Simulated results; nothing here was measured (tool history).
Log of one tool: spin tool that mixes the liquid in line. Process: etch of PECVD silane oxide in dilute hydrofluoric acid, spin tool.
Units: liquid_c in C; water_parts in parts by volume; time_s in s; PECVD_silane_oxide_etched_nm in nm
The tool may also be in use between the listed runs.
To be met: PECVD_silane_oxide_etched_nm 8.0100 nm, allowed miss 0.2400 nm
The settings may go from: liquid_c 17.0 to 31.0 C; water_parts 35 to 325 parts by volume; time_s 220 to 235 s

Run 1, day 0.000: liquid_c 23.0 C, water_parts 180 parts by volume, time_s 220 s. Result: PECVD_silane_oxide_etched_nm 16.5250 nm.
Run 2, day 0.188: liquid_c 23.0 C, water_parts 180 parts by volume, time_s 235 s. Result: PECVD_silane_oxide_etched_nm 18.3020 nm.
Run 3, day 0.550: liquid_c 23.0 C, water_parts 115 parts by volume, time_s 235 s. Result: PECVD_silane_oxide_etched_nm 30.1770 nm.
Run 4, day 0.896: liquid_c 24.5 C, water_parts 115 parts by volume, time_s 235 s. Result: PECVD_silane_oxide_etched_nm 32.1020 nm.
Run 5, day 1.029: liquid_c 23.0 C, water_parts 140 parts by volume, time_s 235 s. Result: PECVD_silane_oxide_etched_nm 24.0180 nm.
Run 6, day 1.246: liquid_c 22.0 C, water_parts 160 parts by volume, time_s 235 s. Result: PECVD_silane_oxide_etched_nm 19.7130 nm.
Run 7, day 1.467: liquid_c 18.0 C, water_parts 230 parts by volume, time_s 235 s. Result: PECVD_silane_oxide_etched_nm 11.0830 nm.
Run 8, day 1.504: liquid_c 18.0 C, water_parts 240 parts by volume, time_s 235 s. Result: PECVD_silane_oxide_etched_nm 10.4960 nm.

5 next moves are on the table. One of them brings every result within its allowed miss. Which?
Run A, day 1.542: liquid_c 17.5 C, water_parts 260 parts by volume, time_s 220 s. Result: PECVD_silane_oxide_etched_nm ?.
Run B, day 1.542: liquid_c 17.0 C, water_parts 290 parts by volume, time_s 235 s. Result: PECVD_silane_oxide_etched_nm ?.
Run C, day 1.542: liquid_c 17.0 C, water_parts 245 parts by volume, time_s 235 s. Result: PECVD_silane_oxide_etched_nm ?.
Run D, day 1.542: liquid_c 21.0 C, water_parts 180 parts by volume, time_s 235 s. Result: PECVD_silane_oxide_etched_nm ?.
Run E, day 1.542: liquid_c 17.5 C, water_parts 185 parts by volume, time_s 235 s. Result: PECVD_silane_oxide_etched_nm ?.

move  PECVD_silane_oxide_etched_nm
   A                        8.7750
   B                        8.0350
   C                        9.8855
   D                       16.7120
   E                       14.1000
A: nearer than the last run, and not there yet
B: meets every target
C: nearer than the last run, and not there yet
D: further off than the last run
E: further off than the last run
Answer: B
